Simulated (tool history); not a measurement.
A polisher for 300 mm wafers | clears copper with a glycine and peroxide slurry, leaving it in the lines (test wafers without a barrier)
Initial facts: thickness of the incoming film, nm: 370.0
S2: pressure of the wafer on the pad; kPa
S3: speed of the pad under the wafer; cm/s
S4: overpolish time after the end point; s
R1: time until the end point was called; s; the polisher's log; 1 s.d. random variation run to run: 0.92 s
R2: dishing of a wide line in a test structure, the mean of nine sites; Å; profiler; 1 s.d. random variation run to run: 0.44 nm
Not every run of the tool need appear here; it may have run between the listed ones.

{"run": 1, "hour": 0.0, "flow of slurry (ml/min)": 315, "S2": 15.9, "S3": 94, "S4": 23, "R1": 82.605, "R2": 597.49}
{"run": 2, "hour": 5.1, "flow of slurry (ml/min)": 300, "S2": 13.8, "S3": 96, "S4": 19, "R1": 90.867, "R2": 498.95}
{"run": 3, "hour": 13.3, "flow of slurry (ml/min)": 300, "S2": 13.8, "S3": 86, "S4": 19, "R1": 98.782, "R2": 485.09}
{"run": 4, "hour": 18.2, "flow of slurry (ml/min)": 300, "S2": 11.7, "S3": 92, "S4": 16, "R1": 105.76, "R2": 385.41}
{"run": 5, "hour": 20.4, "flow of slurry (ml/min)": 300, "S2": 11, "S3": 94, "S4": 14, "R1": 107.06, "R2": 328.42}
{"run": 6, "hour": 24.3, "flow of slurry (ml/min)": 300, "S2": 10.3, "S3": 94, "S4": 13, "R1": 113.68, "R2": 305.39}
{"run": 7, "hour": 31.1, "flow of slurry (ml/min)": 300, "S2": 10.3, "S3": 94, "S4": 12, "R1": 111.95, "R2": 288.52}
{"run": 8, "hour": 38.9, "flow of slurry (ml/min)": 295, "S2": 9.7, "S3": 94, "S4": 9, "R1": 119.71, "R2": 214.93}

For run 9, what comes out?
{"run": 9, "hour": 45.5, "flow of slurry (ml/min)": 355, "S2": 10.3, "S3": 92, "S4": 12, "R1": "?", "R2": "?"}

{"run 9": {"R1": 113.73, "R2": 288.53}}

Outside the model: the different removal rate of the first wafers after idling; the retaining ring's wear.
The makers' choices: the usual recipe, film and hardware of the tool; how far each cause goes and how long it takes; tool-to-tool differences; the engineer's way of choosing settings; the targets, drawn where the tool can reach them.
